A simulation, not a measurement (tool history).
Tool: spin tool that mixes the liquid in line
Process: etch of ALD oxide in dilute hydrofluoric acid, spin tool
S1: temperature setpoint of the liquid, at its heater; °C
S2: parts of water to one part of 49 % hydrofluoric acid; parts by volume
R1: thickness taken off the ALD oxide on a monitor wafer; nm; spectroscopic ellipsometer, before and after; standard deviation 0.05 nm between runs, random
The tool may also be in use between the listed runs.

run 1 hour=0 | S1=21 S2=205 time_under_the_liquid_(s)=305 | R1=12.158
run 2 hour=3.6 | S1=21 S2=205 time_under_the_liquid_(s)=325 | R1=12.87
run 3 hour=12.4 | S1=24 S2=205 time_under_the_liquid_(s)=325 | R1=14.367
run 4 hour=16.8 | S1=24 S2=160 time_under_the_liquid_(s)=325 | R1=19.519
run 5 hour=21.7 | S1=23 S2=175 time_under_the_liquid_(s)=325 | R1=16.925
run 6 hour=23.5 | S1=22.5 S2=190 time_under_the_liquid_(s)=325 | R1=14.926
run 7 hour=30.2 | S1=22 S2=200 time_under_the_liquid_(s)=325 | R1=13.718

Run 8 comes next. What will it give?
run 8 hour=39.2 | S1=18 S2=280 time_under_the_liquid_(s)=325 | R1=?

For run 8 the tool returned R1 7.8563 nm.
